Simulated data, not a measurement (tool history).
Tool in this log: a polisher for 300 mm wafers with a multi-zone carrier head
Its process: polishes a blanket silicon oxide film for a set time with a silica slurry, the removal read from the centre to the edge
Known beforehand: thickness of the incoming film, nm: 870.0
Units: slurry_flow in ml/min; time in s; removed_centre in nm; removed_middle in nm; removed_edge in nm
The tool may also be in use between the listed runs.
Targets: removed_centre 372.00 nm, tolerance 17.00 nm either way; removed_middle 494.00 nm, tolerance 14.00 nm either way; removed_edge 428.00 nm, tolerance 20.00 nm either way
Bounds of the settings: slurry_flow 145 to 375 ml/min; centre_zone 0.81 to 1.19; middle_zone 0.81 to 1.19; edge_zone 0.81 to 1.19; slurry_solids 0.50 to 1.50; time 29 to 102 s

| run | hour | slurry_flow | centre_zone | middle_zone | edge_zone | slurry_solids | time | removed_centre | removed_middle | removed_edge |
|---|---|---|---|---|---|---|---|---|---|---|
| 1 | 0.0 | 240 | 1.00 | 1.00 | 1.00 | 1.00 | 65 | 320.18 | 336.48 | 329.43 |
| 2 | 8.5 | 240 | 1.00 | 1.00 | 1.03 | 1.00 | 65 | 327.49 | 339.64 | 336.43 |
| 3 | 15.6 | 245 | 0.98 | 1.04 | 1.05 | 1.05 | 65 | 325.84 | 353.14 | 341.99 |
| 4 | 20.5 | 245 | 0.98 | 1.04 | 1.05 | 1.15 | 65 | 334.26 | 362.24 | 361.76 |
| 5 | 22.1 | 255 | 0.97 | 1.07 | 1.03 | 1.20 | 66 | 339.89 | 384.14 | 368.10 |
| 6 | 30.4 | 255 | 0.97 | 1.07 | 1.03 | 1.10 | 66 | 341.76 | 378.71 | 351.82 |
| 7 | 34.8 | 260 | 0.95 | 1.09 | 1.03 | 1.20 | 66 | 338.23 | 392.03 | 360.97 |
| 8 | 41.3 | 265 | 0.94 | 1.11 | 1.04 | 1.25 | 67 | 347.04 | 410.69 | 379.15 |
| 9 | 41.9 | 270 | 0.93 | 1.13 | 1.04 | 1.30 | 68 | 348.36 | 428.67 | 377.91 |
| 10 | 44.6 | 270 | 0.92 | 1.14 | 1.05 | 1.35 | 69 | 356.08 | 443.41 | 394.84 |
| 11 | 46.6 | 275 | 0.92 | 1.15 | 1.06 | 1.40 | 69 | 353.55 | 452.59 | 402.88 |
| 12 | 47.2 | 280 | 0.92 | 1.16 | 1.06 | 1.40 | 69 | 367.69 | 452.42 | 394.79 |
| 13 | 51.8 | 275 | 0.91 | 1.16 | 1.06 | 1.40 | 70 | 365.09 | 462.64 | 409.23 |
| 14 | 56.0 | 275 | 0.91 | 1.17 | 1.06 | 1.40 | 70 | 369.38 | 469.37 | 416.27 |
| 15 | 60.2 | 275 | 0.90 | 1.18 | 1.05 | 1.45 | 70 | 360.05 | 474.49 | 410.95 |

Below are 5 possible settings for the next run. Only one of them brings all results inside the allowed miss of their targets. Which is it?
| A | 64.4 | 280 | 0.89 | 1.12 | 1.11 | 1.50 | 71 | ? | ? | ? |
| B | 64.4 | 280 | 0.93 | 1.18 | 1.10 | 1.45 | 68 | ? | ? | ? |
| C | 64.4 | 230 | 0.81 | 1.07 | 1.19 | 1.45 | 74 | ? | ? | ? |
| D | 64.4 | 315 | 0.95 | 1.15 | 1.09 | 1.50 | 67 | ? | ? | ? |
| E | 64.4 | 330 | 0.87 | 1.18 | 1.06 | 1.45 | 72 | ? | ? | ? |

| move | removed_centre | removed_middle | removed_edge |
|---|---|---|---|
| A | 364.01 | 463.51 | 438.47 |
| B | 357.30 | 459.57 | 413.62 |
| C | 343.80 | 453.52 | 462.85 |
| D | 364.83 | 451.01 | 412.68 |
| E | 363.68 | 492.27 | 434.30 |
A: the biggest miss grows against the last run
B: the biggest miss grows against the last run
C: the biggest miss grows against the last run
D: the biggest miss grows against the last run
E: all results land within tolerance of their targets
The right move is E.

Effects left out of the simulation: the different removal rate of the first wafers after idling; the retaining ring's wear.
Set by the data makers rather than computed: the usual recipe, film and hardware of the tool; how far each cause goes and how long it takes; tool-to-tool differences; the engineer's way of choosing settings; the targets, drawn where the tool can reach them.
